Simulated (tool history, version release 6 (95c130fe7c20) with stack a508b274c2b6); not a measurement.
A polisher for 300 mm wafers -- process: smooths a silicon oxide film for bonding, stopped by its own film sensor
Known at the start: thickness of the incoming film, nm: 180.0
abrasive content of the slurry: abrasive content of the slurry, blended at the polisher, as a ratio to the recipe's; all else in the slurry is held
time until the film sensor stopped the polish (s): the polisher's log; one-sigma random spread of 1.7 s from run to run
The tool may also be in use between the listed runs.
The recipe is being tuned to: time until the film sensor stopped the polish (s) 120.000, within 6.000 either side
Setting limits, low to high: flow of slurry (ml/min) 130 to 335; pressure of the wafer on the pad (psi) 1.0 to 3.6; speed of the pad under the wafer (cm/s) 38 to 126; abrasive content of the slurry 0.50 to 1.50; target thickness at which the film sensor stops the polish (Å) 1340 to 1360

| run | day | flow of slurry (ml/min) | pressure of the wafer on the pad (psi) | speed of the pad under the wafer (cm/s) | abrasive content of the slurry | target thickness at which the film sensor stops the polish (Å) | time until the film sensor stopped the polish (s) |
|---|---|---|---|---|---|---|---|
| 1 | 0.000 | 215 | 2.3 | 82 | 1.00 | 1360 | 65.107 |
| 2 | 0.362 | 215 | 2.1 | 80 | 1.00 | 1360 | 70.920 |
| 3 | 0.592 | 215 | 2.5 | 80 | 1.00 | 1360 | 59.837 |
| 4 | 0.825 | 235 | 2.5 | 80 | 1.00 | 1360 | 60.507 |
| 5 | 1.142 | 235 | 2.3 | 78 | 1.00 | 1360 | 66.789 |
| 6 | 1.267 | 235 | 1.8 | 78 | 1.00 | 1360 | 84.477 |
| 7 | 1.383 | 235 | 1.7 | 78 | 1.00 | 1360 | 87.111 |
| 8 | 1.450 | 235 | 1.7 | 78 | 1.00 | 1360 | 86.647 |
| 9 | 1.579 | 235 | 1.7 | 78 | 1.00 | 1360 | 88.206 |
| 10 | 1.921 | 235 | 1.1 | 74 | 1.00 | 1360 | 137.130 |
| 11 | 2.192 | 240 | 1.1 | 74 | 1.00 | 1360 | 137.780 |
| 12 | 2.338 | 245 | 1.2 | 74 | 1.00 | 1360 | 126.940 |

Which one of the following 4 next-run settings gets every result inside its allowed miss? There is exactly one.
| A | 2.483 | 235 | 1.1 | 66 | 1.15 | 1360 | ? |
| B | 2.483 | 215 | 1.1 | 82 | 1.00 | 1340 | ? |
| C | 2.483 | 200 | 1.4 | 82 | 0.85 | 1340 | ? |
| D | 2.483 | 215 | 1.5 | 62 | 0.90 | 1340 | ? |

| move | time until the film sensor stopped the polish (s) |
|---|---|
| A | 143.310 |
| B | 135.910 |
| C | 119.110 |
| D | 134.160 |
A: further off than the last run
B: further off than the last run
C: all results land within tolerance of their targets
D: further off than the last run
Correct choice: C, which meets every target
